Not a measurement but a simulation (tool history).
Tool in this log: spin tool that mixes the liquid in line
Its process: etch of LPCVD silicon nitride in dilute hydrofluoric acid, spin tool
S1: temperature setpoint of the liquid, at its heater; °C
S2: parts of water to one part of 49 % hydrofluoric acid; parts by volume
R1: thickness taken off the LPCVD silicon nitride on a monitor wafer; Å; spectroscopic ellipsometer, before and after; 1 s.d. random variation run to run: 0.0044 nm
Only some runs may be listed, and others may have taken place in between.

run 1 hour=0.0 | S1=24.0 S2=85 time_under_the_liquid_(s)=50 | R1=2.8019
run 2 hour=1.0 | S1=24.0 S2=85 time_under_the_liquid_(s)=50 | R1=2.9595
run 3 hour=4.1 | S1=23.0 S2=90 time_under_the_liquid_(s)=50 | R1=2.5834
run 4 hour=6.2 | S1=22.5 S2=95 time_under_the_liquid_(s)=50 | R1=2.4055
run 5 hour=8.5 | S1=22.5 S2=95 time_under_the_liquid_(s)=50 | R1=2.3212
run 6 hour=12.4 | S1=22.5 S2=95 time_under_the_liquid_(s)=30 | R1=1.4357
run 7 hour=14.3 | S1=23.0 S2=95 time_under_the_liquid_(s)=30 | R1=1.5371

The next listed run, before its measurement:
run 8 hour=19.3 | S1=23.5 S2=95 time_under_the_liquid_(s)=30 | R1=?

Logged for run 8: R1 1.5282 Å.
